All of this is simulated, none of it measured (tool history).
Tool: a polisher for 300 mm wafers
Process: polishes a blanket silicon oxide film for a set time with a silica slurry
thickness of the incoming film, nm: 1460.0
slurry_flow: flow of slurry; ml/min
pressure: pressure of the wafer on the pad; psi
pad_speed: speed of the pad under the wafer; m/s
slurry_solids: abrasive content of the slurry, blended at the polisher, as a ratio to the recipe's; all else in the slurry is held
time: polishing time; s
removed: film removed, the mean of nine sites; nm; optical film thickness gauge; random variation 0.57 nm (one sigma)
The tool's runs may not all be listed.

run    day  slurry_flow  pressure  pad_speed  slurry_solids  time  removed
  1      0          205       3.1        1.2              1    37   105.97
  2  0.212          200         3        1.2              1    37   104.58
  3  0.467          225         3        1.2              1    37   105.25
  4  0.721          225       2.2        1.2              1    37   87.688
  5  0.933          225       2.2        1.2              1    34   81.001
  6  1.029          225       2.5        1.2              1    34   87.161
  7   1.15          230       2.6        1.2              1    34   90.224

The next listed run, before its measurement:
  8  1.496          240       2.6        1.2              1    34        ?

removed: 88.713 nm
